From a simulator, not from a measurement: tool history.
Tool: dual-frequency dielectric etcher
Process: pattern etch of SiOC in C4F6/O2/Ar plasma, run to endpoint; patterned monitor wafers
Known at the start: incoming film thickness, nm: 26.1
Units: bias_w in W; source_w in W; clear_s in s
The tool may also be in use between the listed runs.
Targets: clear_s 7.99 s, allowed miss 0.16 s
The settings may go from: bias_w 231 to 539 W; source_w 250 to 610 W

Run 1, hour 0: bias_w 385 W, source_w 430 W. Result: clear_s 8.5373 s.
Run 2, hour 0.6: bias_w 393 W, source_w 430 W. Result: clear_s 8.5641 s.
Run 3, hour 5: bias_w 393 W, source_w 490 W. Result: clear_s 8.1669 s.
Run 4, hour 8.8: bias_w 327 W, source_w 490 W. Result: clear_s 8.583 s.
Run 5, hour 12.5: bias_w 297 W, source_w 490 W. Result: clear_s 8.6594 s.
Run 6, hour 13.3: bias_w 335 W, source_w 490 W. Result: clear_s 8.5307 s.
At hour 16.8: wet clean of the chamber.
Run 7, hour 16.8: bias_w 344 W, source_w 490 W. Result: clear_s 8.8322 s.
Run 8, hour 18.8: bias_w 370 W, source_w 490 W. Result: clear_s 8.6569 s.

5 next moves are on the table. One of them brings every result within its allowed miss. Which?
Run A, hour 20.8: bias_w 352 W, source_w 490 W. Result: clear_s ?.
Run B, hour 20.8: bias_w 377 W, source_w 480 W. Result: clear_s ?.
Run C, hour 20.8: bias_w 490 W, source_w 440 W. Result: clear_s ?.
Run D, hour 20.8: bias_w 539 W, source_w 460 W. Result: clear_s ?.
Run E, hour 20.8: bias_w 539 W, source_w 410 W. Result: clear_s ?.

move  clear_s
   A    8.768
   B    8.687
   C   8.3609
   D   8.0573
   E   8.3165
A: further off than the last run
B: as far off as the last run
C: nearer than the last run, and not there yet
D: meets every target
E: nearer than the last run, and not there yet
Answer: D
